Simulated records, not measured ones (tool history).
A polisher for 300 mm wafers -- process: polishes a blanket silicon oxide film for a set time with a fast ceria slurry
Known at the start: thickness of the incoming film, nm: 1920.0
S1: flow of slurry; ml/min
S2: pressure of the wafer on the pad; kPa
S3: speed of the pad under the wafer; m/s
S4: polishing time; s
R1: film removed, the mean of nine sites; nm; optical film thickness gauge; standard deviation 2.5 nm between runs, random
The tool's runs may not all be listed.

{"run": 1, "hour": 0.0, "S1": 260, "S2": 15.2, "S3": 0.92, "S4": 24, "R1": 222.94}
{"run": 2, "hour": 1.4, "S1": 260, "S2": 15.2, "S3": 0.92, "S4": 21, "R1": 195.6}
{"run": 3, "hour": 2.4, "S1": 260, "S2": 15.2, "S3": 0.92, "S4": 21, "R1": 195.92}
{"run": 4, "hour": 4.8, "S1": 260, "S2": 16.5, "S3": 0.92, "S4": 21, "R1": 209.94}
{"run": 5, "hour": 6.8, "S1": 260, "S2": 16.5, "S3": 0.82, "S4": 21, "R1": 190.06}
{"run": 6, "hour": 13.8, "S1": 260, "S2": 18.6, "S3": 0.84, "S4": 21, "R1": 211.18}
{"run": 7, "hour": 21.8, "S1": 260, "S2": 20, "S3": 0.86, "S4": 21, "R1": 232.99}
{"run": 8, "hour": 24.5, "S1": 260, "S2": 20.7, "S3": 0.88, "S4": 21, "R1": 245.5}
{"run": 9, "hour": 30.6, "S1": 260, "S2": 21.4, "S3": 0.9, "S4": 21, "R1": 257.88}
{"run": 10, "hour": 35.1, "S1": 260, "S2": 22.1, "S3": 0.92, "S4": 21, "R1": 269.42}
{"run": 11, "hour": 38.4, "S1": 260, "S2": 22.8, "S3": 0.94, "S4": 21, "R1": 280.06}
{"run": 12, "hour": 45.6, "S1": 260, "S2": 22.8, "S3": 0.96, "S4": 21, "R1": 287.98}

Expected results for the next run?
{"run": 13, "hour": 46.7, "S1": 265, "S2": 23.4, "S3": 0.96, "S4": 21, "R1": "?"}

R1: 291.58 nm
